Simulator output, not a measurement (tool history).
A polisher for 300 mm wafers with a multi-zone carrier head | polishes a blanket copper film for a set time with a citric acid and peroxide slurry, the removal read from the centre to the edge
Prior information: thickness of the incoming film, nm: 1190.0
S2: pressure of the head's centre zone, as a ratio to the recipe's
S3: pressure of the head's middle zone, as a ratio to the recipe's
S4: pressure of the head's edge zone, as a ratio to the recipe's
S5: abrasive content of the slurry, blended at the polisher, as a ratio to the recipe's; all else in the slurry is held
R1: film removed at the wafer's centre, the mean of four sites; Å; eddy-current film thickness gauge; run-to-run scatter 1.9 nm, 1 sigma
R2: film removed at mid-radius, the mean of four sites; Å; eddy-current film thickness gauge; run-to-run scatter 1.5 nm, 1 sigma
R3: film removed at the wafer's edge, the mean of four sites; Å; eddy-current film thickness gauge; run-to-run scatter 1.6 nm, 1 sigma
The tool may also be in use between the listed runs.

Run 1, hour 0: flow of slurry (ml/min) 140, S2 1, S3 1, S4 1, S5 1, polishing time (s) 74. Result: R1 2029.3 Å, R2 1999.8 Å, R3 2073.4 Å.
Run 2, hour 7.4: flow of slurry (ml/min) 140, S2 1.01, S3 1.02, S4 0.97, S5 0.95, polishing time (s) 73. Result: R1 2015.3 Å, R2 1991.7 Å, R3 1959 Å.
Run 3, hour 15.7: flow of slurry (ml/min) 140, S2 1.01, S3 1.02, S4 0.97, S5 0.85, polishing time (s) 73. Result: R1 1950.6 Å, R2 1940.5 Å, R3 1928.5 Å.
Run 4, hour 22.9: flow of slurry (ml/min) 135, S2 1.01, S3 1.03, S4 0.95, S5 0.8, polishing time (s) 73. Result: R1 1837.1 Å, R2 1911.2 Å, R3 1857.9 Å.
Run 5, hour 31.5: flow of slurry (ml/min) 135, S2 1.02, S3 1.04, S4 0.93, S5 0.8, polishing time (s) 73. Result: R1 1903.2 Å, R2 1943.8 Å, R3 1858.7 Å.
Run 6, hour 32.6: flow of slurry (ml/min) 135, S2 1.08, S3 1.04, S4 0.93, S5 0.8, polishing time (s) 73. Result: R1 1962.7 Å, R2 1944.1 Å, R3 1856.1 Å.

Forecast run 7:
At hour 33.3: worn pad replaced by a new one.
Run 7, hour 33.3: flow of slurry (ml/min) 135, S2 1.09, S3 1.05, S4 0.91, S5 0.75, polishing time (s) 72. Result: R1 ?, R2 ?, R3 ?.

R1: 2096.2 Å
R2: 2042.2 Å
R3: 1921.6 Å

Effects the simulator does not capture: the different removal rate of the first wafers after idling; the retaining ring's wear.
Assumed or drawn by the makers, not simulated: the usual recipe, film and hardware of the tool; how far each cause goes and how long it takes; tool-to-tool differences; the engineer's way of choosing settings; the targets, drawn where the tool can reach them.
